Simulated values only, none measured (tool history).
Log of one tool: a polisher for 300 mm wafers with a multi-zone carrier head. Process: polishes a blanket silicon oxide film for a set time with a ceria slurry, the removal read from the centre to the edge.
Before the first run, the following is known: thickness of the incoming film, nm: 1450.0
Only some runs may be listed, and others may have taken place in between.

run	day	flow of slurry (ml/min)	pressure of the head's centre zone	pressure of the head's middle zone	pressure of the head's edge zone	polishing time (s)	film removed at the wafer's centre (Å)	film removed at mid-radius (Å)	film removed at the wafer's edge (Å)
1	0.000	230	1.00	1.00	1.00	37	2348.2	2394.1	2293.9
2	0.238	230	1.00	1.00	1.08	37	2363.1	2399.0	2390.4
3	0.446	230	1.00	1.00	1.14	37	2341.9	2351.4	2457.9
4	0.746	235	1.01	1.01	1.14	39	2553.3	2487.6	2616.2
5	1.000	235	1.01	1.05	1.14	39	2451.6	2663.4	2583.8
6	1.362	235	1.01	1.05	1.10	39	2494.9	2675.3	2563.2
7	1.729	240	1.03	1.06	1.11	40	2578.4	2680.0	2647.4

Expected results for the next run?
8	2.088	255	1.11	1.12	1.06	50	?	?	?

film removed at the wafer's centre (Å): 3480.5
film removed at mid-radius (Å): 3571.8
film removed at the wafer's edge (Å): 3224.7
